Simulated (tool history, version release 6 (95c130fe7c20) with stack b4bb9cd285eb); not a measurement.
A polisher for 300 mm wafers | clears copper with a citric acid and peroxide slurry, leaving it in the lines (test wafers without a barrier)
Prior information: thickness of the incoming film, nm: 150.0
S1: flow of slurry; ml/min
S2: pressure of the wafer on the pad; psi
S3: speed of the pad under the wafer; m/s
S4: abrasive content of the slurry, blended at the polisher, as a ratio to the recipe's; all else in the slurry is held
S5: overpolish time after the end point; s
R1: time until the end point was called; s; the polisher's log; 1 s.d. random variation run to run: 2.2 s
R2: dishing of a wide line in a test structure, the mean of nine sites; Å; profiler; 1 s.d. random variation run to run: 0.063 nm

Run 1, hour 0: S1 225 ml/min, S2 2 psi, S3 0.86 m/s, S4 1, S5 19 s. Result: R1 120.81 s, R2 188.65 Å.
Run 2, hour 3.6: S1 225 ml/min, S2 1.9 psi, S3 0.84 m/s, S4 1, S5 17 s. Result: R1 126.35 s, R2 157.94 Å.
Run 3, hour 9.3: S1 235 ml/min, S2 1.8 psi, S3 0.82 m/s, S4 1.05, S5 16 s. Result: R1 133.68 s, R2 143.46 Å.
Run 4, hour 16: S1 235 ml/min, S2 1.8 psi, S3 0.82 m/s, S4 1.05, S5 11 s. Result: R1 131.34 s, R2 101.13 Å.
Run 5, hour 20.8: S1 235 ml/min, S2 1.8 psi, S3 0.82 m/s, S4 1.05, S5 14 s. Result: R1 133.54 s, R2 126.66 Å.
Run 6, hour 22.2: S1 235 ml/min, S2 2.2 psi, S3 0.82 m/s, S4 1.05, S5 14 s. Result: R1 116.96 s, R2 149.4 Å.

What will run 7 give?
Run 7, hour 31.3: S1 225 ml/min, S2 2 psi, S3 0.84 m/s, S4 1, S5 13 s. Result: R1 ?, R2 ?.

{"run 7": {"R1": 125.42, "R2": 130.54}}

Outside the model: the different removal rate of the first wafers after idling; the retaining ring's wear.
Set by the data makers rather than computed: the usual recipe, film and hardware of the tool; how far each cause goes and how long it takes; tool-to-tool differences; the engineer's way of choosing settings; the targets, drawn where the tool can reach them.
